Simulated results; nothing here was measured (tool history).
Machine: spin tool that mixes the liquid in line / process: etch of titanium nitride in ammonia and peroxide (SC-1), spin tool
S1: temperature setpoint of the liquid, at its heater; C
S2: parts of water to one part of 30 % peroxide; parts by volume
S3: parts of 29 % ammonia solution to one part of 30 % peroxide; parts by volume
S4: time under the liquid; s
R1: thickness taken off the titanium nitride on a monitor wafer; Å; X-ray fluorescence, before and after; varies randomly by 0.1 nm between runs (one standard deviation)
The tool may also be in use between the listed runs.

{"run": 1, "day": 0.0, "S1": 50.0, "S2": 29.5, "S3": 0.65, "S4": 325, "R1": 130.89}
{"run": 2, "day": 0.083, "S1": 50.0, "S2": 29.5, "S3": 0.55, "S4": 325, "R1": 127.23}
{"run": 3, "day": 0.254, "S1": 51.5, "S2": 29.5, "S3": 0.55, "S4": 325, "R1": 140.85}
{"run": 4, "day": 0.467, "S1": 52.5, "S2": 29.5, "S3": 0.55, "S4": 325, "R1": 150.39}
{"run": 5, "day": 0.512, "S1": 52.5, "S2": 29.5, "S3": 0.75, "S4": 325, "R1": 159.5}
{"run": 6, "day": 0.617, "S1": 52.5, "S2": 23.5, "S3": 0.75, "S4": 325, "R1": 182.34}

What will run 7 give?
{"run": 7, "day": 0.733, "S1": 53.5, "S2": 23.5, "S3": 0.75, "S4": 325, "R1": "?"}

{"run 7": {"R1": 195.05}}
